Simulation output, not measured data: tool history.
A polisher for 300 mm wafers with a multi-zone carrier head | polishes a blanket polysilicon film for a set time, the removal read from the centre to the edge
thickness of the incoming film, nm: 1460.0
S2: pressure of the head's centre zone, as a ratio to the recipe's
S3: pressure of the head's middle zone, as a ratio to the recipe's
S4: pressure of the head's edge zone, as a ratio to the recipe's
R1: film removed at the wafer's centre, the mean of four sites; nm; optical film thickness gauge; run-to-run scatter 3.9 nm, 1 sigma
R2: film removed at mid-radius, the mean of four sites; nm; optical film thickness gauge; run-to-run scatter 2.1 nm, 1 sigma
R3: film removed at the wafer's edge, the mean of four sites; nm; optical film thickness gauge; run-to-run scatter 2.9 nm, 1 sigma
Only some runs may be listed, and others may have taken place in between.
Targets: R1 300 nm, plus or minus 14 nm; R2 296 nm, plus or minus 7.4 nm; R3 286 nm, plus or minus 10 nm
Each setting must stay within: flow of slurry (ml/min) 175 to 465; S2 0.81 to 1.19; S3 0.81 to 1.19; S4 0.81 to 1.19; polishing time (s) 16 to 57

run 1 hour=0 | flow_of_slurry_(ml/min)=295 S2=1 S3=1 S4=1 polishing_time_(s)=36 | R1=211.06 R2=208.7 R3=213.56
run 2 hour=6.7 | flow_of_slurry_(ml/min)=245 S2=1 S3=1 S4=1 polishing_time_(s)=36 | R1=209.31 R2=204.13 R3=204.85
run 3 hour=8.9 | flow_of_slurry_(ml/min)=260 S2=1.02 S3=1.02 S4=1.02 polishing_time_(s)=37 | R1=219.85 R2=214.12 R3=213.93
run 4 hour=15.1 | flow_of_slurry_(ml/min)=330 S2=1.02 S3=1.02 S4=1.02 polishing_time_(s)=37 | R1=225.79 R2=220.23 R3=216.89
run 5 hour=20.3 | flow_of_slurry_(ml/min)=330 S2=1.02 S3=1.02 S4=1.02 polishing_time_(s)=28 | R1=168.42 R2=165.04 R3=164.6
run 6 hour=26.6 | flow_of_slurry_(ml/min)=285 S2=1.02 S3=1.02 S4=1.02 polishing_time_(s)=28 | R1=166.78 R2=163.24 R3=164.49
run 7 hour=34.5 | flow_of_slurry_(ml/min)=290 S2=1.02 S3=1.03 S4=1.03 polishing_time_(s)=30 | R1=180.99 R2=178.3 R3=176.89
run 8 hour=38.4 | flow_of_slurry_(ml/min)=290 S2=1.02 S3=1.03 S4=1.03 polishing_time_(s)=30 | R1=183.09 R2=175.88 R3=175.08
run 9 hour=44.2 | flow_of_slurry_(ml/min)=295 S2=1.02 S3=1.04 S4=1.04 polishing_time_(s)=32 | R1=187.78 R2=193.07 R3=187.88
run 10 hour=51.7 | flow_of_slurry_(ml/min)=315 S2=1.12 S3=1.04 S4=1.11 polishing_time_(s)=42 | R1=270.91 R2=251.69 R3=254.51
run 11 hour=54 | flow_of_slurry_(ml/min)=315 S2=1.12 S3=1.05 S4=1.11 polishing_time_(s)=42 | R1=274.71 R2=254.45 R3=259.85
run 12 hour=58.2 | flow_of_slurry_(ml/min)=315 S2=1.12 S3=1.06 S4=1.12 polishing_time_(s)=42 | R1=275.55 R2=257.75 R3=265.95
run 13 hour=62.6 | flow_of_slurry_(ml/min)=365 S2=1.17 S3=1.16 S4=1.16 polishing_time_(s)=43 | R1=302.27 R2=287.16 R3=273.77

5 candidate next runs follow, results not yet known. Just one meets every target within its allowed miss. Identify it.
run A hour=67 | flow_of_slurry_(ml/min)=370 S2=1.07 S3=0.98 S4=1.19 polishing_time_(s)=47 | R1=? R2=? R3=?
run B hour=67 | flow_of_slurry_(ml/min)=345 S2=1.19 S3=1.19 S4=1.06 polishing_time_(s)=43 | R1=? R2=? R3=?
run C hour=67 | flow_of_slurry_(ml/min)=355 S2=1.18 S3=1.19 S4=1.06 polishing_time_(s)=44 | R1=? R2=? R3=?
run D hour=67 | flow_of_slurry_(ml/min)=205 S2=1.12 S3=1.14 S4=1.15 polishing_time_(s)=48 | R1=? R2=? R3=?
run E hour=67 | flow_of_slurry_(ml/min)=285 S2=1.19 S3=1.05 S4=1.19 polishing_time_(s)=47 | R1=? R2=? R3=?

move=A R1=298.36 R2=273.96 R3=308.38
move=B R1=298.49 R2=293.95 R3=264.11
move=C R1=303.98 R2=301.57 R3=270.78
move=D R1=293.56 R2=296.3 R3=292.62
move=E R1=319.05 R2=282.98 R3=302.15
A: takes the result that was furthest off past its target
B: misses by more than the last run did
C: misses by more than the last run did
D: meets every target
E: takes the result that was furthest off past its target
Answer: D
